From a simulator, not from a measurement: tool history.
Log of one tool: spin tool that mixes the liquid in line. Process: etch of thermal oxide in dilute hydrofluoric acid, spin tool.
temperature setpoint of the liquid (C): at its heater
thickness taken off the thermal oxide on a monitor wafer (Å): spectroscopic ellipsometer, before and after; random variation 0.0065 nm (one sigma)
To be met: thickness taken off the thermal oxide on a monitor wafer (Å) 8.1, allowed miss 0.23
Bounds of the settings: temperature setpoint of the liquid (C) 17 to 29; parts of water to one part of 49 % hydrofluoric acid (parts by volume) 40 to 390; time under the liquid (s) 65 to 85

run	day	temperature setpoint of the liquid (C)	parts of water to one part of 49 % hydrofluoric acid (parts by volume)	time under the liquid (s)	thickness taken off the thermal oxide on a monitor wafer (Å)
1	0	21	215	85	14.082
2	0.271	21	215	85	13.826
3	0.538	22.5	215	85	14.718
4	0.708	20.5	215	85	13.589
5	0.979	20.5	145	85	21.693
6	1.212	20.5	145	85	22.062
7	1.379	20	160	85	18.933
8	1.596	19.5	175	85	16.738
9	1.879	19	185	85	15.505
10	2.062	19	195	85	14.475
11	2.412	17	285	85	8.436

Which of these 4 next moves meets every target?
A	2.762	17	235	65	?
B	2.762	20.5	295	80	?
C	2.762	20.5	280	75	?
D	2.762	19	290	85	?

move	thickness taken off the thermal oxide on a monitor wafer (Å)
A	8.2287
B	8.7264
C	8.7381
D	8.9656
A: meets every target
B: further off than the last run
C: further off than the last run
D: further off than the last run
The right move is A.
